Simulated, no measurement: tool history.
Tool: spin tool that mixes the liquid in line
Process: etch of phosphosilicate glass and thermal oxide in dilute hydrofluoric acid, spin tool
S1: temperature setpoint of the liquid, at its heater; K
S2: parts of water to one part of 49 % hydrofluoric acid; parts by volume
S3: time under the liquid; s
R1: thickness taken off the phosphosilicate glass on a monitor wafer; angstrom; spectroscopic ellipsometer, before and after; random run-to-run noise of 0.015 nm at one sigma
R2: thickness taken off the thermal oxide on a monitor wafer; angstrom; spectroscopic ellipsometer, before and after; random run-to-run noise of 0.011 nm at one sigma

run    day      S1   S2  S3      R1      R2
  1      0  295.15  300  35  72.083   4.522
  2  0.175  294.65  330  35  62.378  3.4111
  3  0.417  294.65  330  20  34.986  2.2411
  4  0.758  298.15  330  20  39.916  2.3479
  5  0.908  297.15  340  20  37.249  1.9725
  6  0.942  295.15  340  20    34.4  2.1421
  7  0.992  294.65  345  20  33.458  2.2362
     1.271  -- hydrofluoric acid flow meter replaced
  8  1.271  294.15  355  20  29.117  1.8395
  9  1.304  293.65  355  20  28.447  1.9078

Predict the results of run 10:
 10  1.5  293.15  355  20   ?   ?

{"run 10": {"R1": 28.189, "R2": 1.566}}
